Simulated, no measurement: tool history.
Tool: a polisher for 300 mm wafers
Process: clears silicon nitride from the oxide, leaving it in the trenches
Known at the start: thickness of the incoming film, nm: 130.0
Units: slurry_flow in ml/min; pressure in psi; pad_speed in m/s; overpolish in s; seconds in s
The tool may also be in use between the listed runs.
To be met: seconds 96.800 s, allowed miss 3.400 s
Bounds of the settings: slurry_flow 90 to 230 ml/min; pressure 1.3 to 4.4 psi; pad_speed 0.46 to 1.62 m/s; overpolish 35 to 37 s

Run 1, hour 0.0: slurry_flow 150 ml/min, pressure 2.8 psi, pad_speed 1.04 m/s, overpolish 35 s. Result: seconds 120.310 s.
Run 2, hour 1.0: slurry_flow 120 ml/min, pressure 2.8 psi, pad_speed 1.04 m/s, overpolish 35 s. Result: seconds 128.330 s.
Run 3, hour 2.5: slurry_flow 120 ml/min, pressure 2.8 psi, pad_speed 0.92 m/s, overpolish 35 s. Result: seconds 143.770 s.
Run 4, hour 7.8: slurry_flow 130 ml/min, pressure 2.9 psi, pad_speed 0.92 m/s, overpolish 35 s. Result: seconds 136.800 s.
Run 5, hour 9.9: slurry_flow 130 ml/min, pressure 2.9 psi, pad_speed 0.72 m/s, overpolish 35 s. Result: seconds 172.220 s.
Run 6, hour 14.0: slurry_flow 130 ml/min, pressure 3.2 psi, pad_speed 0.72 m/s, overpolish 35 s. Result: seconds 159.920 s.
Run 7, hour 16.9: slurry_flow 135 ml/min, pressure 3.4 psi, pad_speed 0.74 m/s, overpolish 35 s. Result: seconds 148.980 s.
Run 8, hour 21.4: slurry_flow 140 ml/min, pressure 3.6 psi, pad_speed 0.76 m/s, overpolish 35 s. Result: seconds 137.900 s.
Run 9, hour 22.3: slurry_flow 145 ml/min, pressure 3.7 psi, pad_speed 0.78 m/s, overpolish 35 s. Result: seconds 132.450 s.
Run 10, hour 24.2: slurry_flow 145 ml/min, pressure 3.8 psi, pad_speed 0.80 m/s, overpolish 35 s. Result: seconds 124.660 s.
Run 11, hour 30.5: slurry_flow 145 ml/min, pressure 3.8 psi, pad_speed 0.80 m/s, overpolish 35 s. Result: seconds 123.680 s.
Run 12, hour 38.1: slurry_flow 165 ml/min, pressure 4.4 psi, pad_speed 0.82 m/s, overpolish 35 s. Result: seconds 106.790 s.
Run 13, hour 39.6: slurry_flow 165 ml/min, pressure 4.4 psi, pad_speed 0.84 m/s, overpolish 35 s. Result: seconds 103.750 s.
Run 14, hour 42.4: slurry_flow 165 ml/min, pressure 4.4 psi, pad_speed 0.86 m/s, overpolish 35 s. Result: seconds 100.490 s.

4 next moves are on the table. One of them brings every result within its allowed miss. Which?
Run A, hour 45.2: slurry_flow 150 ml/min, pressure 4.2 psi, pad_speed 0.88 m/s, overpolish 37 s. Result: seconds ?.
Run B, hour 45.2: slurry_flow 165 ml/min, pressure 4.4 psi, pad_speed 0.96 m/s, overpolish 37 s. Result: seconds ?.
Run C, hour 45.2: slurry_flow 165 ml/min, pressure 4.3 psi, pad_speed 0.82 m/s, overpolish 35 s. Result: seconds ?.
Run D, hour 45.2: slurry_flow 150 ml/min, pressure 4.4 psi, pad_speed 0.92 m/s, overpolish 35 s. Result: seconds ?.

move  seconds
   A  105.120
   B   91.568
   C  108.620
   D   96.990
A: further off than the last run
B: takes the result that was furthest off past its target
C: further off than the last run
D: meets every target
The right move is D.
